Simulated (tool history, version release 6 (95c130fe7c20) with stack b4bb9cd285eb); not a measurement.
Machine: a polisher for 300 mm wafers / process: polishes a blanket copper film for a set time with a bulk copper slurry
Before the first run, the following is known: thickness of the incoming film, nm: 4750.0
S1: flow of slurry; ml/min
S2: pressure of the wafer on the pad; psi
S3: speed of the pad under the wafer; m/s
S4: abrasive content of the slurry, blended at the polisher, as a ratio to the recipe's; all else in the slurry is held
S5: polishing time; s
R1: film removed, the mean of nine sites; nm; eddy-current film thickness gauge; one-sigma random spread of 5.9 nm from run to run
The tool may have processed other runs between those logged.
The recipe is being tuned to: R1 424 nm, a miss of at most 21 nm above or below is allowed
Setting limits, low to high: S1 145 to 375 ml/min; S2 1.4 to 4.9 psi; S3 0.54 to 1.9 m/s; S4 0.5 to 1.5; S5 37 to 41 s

run  hour   S1   S2    S3  S4  S5      R1
  1     0  240  3.1  1.22   1  41  507.02
  2   3.9  240    3  1.22   1  41  485.46
  3   5.2  240  2.9  1.22   1  41  482.53
  4  14.1  240  2.9  1.44   1  41  530.66
     16.4  -- slurry nozzle cleaned
  5  16.4  240  2.8  1.44   1  41  530.26
  6  22.3  240  2.8   1.6   1  41  573.41
  7  24.6  240  2.7   1.6   1  41  558.98
  8  25.7  240  1.8  1.56   1  41  372.67

Below are 5 possible settings for the next run. Only one of them brings all results inside the allowed miss of their targets. Which is it?
  A  26.8  200  2.2  1.36   0.9  41   ?
  B  26.8  270  2.5  1.44  1.05  41   ?
  C  26.8  305  1.8  1.48  1.05  37   ?
  D  26.8  215  2.2  1.52  0.85  41   ?
  E  26.8  240  1.6  1.88     1  40   ?

move      R1
   A  393.14
   B  496.35
   C     337
   D  421.93
   E  375.56
A: closes in on the targets versus the last run, not all within tolerance yet
B: takes the result that was furthest off past its target
C: the biggest miss grows against the last run
D: all results land within tolerance of their targets
E: closes in on the targets versus the last run, not all within tolerance yet
D is the move that brings every result within its allowed miss.
